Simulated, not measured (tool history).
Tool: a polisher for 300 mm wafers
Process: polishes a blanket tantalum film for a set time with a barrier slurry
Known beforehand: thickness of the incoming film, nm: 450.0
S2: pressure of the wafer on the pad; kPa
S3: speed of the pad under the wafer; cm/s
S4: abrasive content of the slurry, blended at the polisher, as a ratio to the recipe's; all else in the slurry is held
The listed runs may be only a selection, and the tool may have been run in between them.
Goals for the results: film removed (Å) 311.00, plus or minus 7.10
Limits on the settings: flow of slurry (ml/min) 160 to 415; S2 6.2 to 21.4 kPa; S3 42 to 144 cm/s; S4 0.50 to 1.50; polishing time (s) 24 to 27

Run 1, hour 0.0: flow of slurry (ml/min) 265, S2 13.8 kPa, S3 92 cm/s, S4 1.00, polishing time (s) 27. Result: film removed (Å) 369.36.
Run 2, hour 4.4: flow of slurry (ml/min) 265, S2 13.8 kPa, S3 92 cm/s, S4 0.85, polishing time (s) 27. Result: film removed (Å) 344.17.
Run 3, hour 10.1: flow of slurry (ml/min) 265, S2 13.8 kPa, S3 108 cm/s, S4 0.85, polishing time (s) 27. Result: film removed (Å) 399.48.
Run 4, hour 12.1: flow of slurry (ml/min) 260, S2 12.4 kPa, S3 108 cm/s, S4 0.85, polishing time (s) 27. Result: film removed (Å) 361.51.
Run 5, hour 13.4: flow of slurry (ml/min) 260, S2 12.4 kPa, S3 108 cm/s, S4 1.05, polishing time (s) 27. Result: film removed (Å) 386.08.
Run 6, hour 14.7: flow of slurry (ml/min) 255, S2 11.7 kPa, S3 108 cm/s, S4 1.05, polishing time (s) 27. Result: film removed (Å) 364.31.
Run 7, hour 18.5: flow of slurry (ml/min) 245, S2 11.0 kPa, S3 108 cm/s, S4 1.05, polishing time (s) 27. Result: film removed (Å) 346.47.
Run 8, hour 27.5: flow of slurry (ml/min) 240, S2 10.3 kPa, S3 108 cm/s, S4 1.05, polishing time (s) 27. Result: film removed (Å) 325.47.
Run 9, hour 30.8: flow of slurry (ml/min) 230, S2 10.3 kPa, S3 108 cm/s, S4 1.05, polishing time (s) 27. Result: film removed (Å) 328.89.

Exercise: of the 4 proposed moves below, exactly one satisfies all targets within the stated allowed misses. Which move is it?
Run A, hour 34.1: flow of slurry (ml/min) 235, S2 11.0 kPa, S3 106 cm/s, S4 1.00, polishing time (s) 26. Result: film removed (Å) ?.
Run B, hour 34.1: flow of slurry (ml/min) 225, S2 9.7 kPa, S3 112 cm/s, S4 1.25, polishing time (s) 25. Result: film removed (Å) ?.
Run C, hour 34.1: flow of slurry (ml/min) 175, S2 9.0 kPa, S3 116 cm/s, S4 0.95, polishing time (s) 27. Result: film removed (Å) ?.
Run D, hour 34.1: flow of slurry (ml/min) 250, S2 10.3 kPa, S3 118 cm/s, S4 0.95, polishing time (s) 26. Result: film removed (Å) ?.

move  film removed (Å)
   A            325.71
   B            310.46
   C            292.55
   D            331.28
A: moves toward the targets from the last run without getting all of them in spec
B: in spec on every target
C: takes the result that was furthest off past its target
D: lands further from the targets than the last run did
So the answer is move B, the one that meets all the targets.

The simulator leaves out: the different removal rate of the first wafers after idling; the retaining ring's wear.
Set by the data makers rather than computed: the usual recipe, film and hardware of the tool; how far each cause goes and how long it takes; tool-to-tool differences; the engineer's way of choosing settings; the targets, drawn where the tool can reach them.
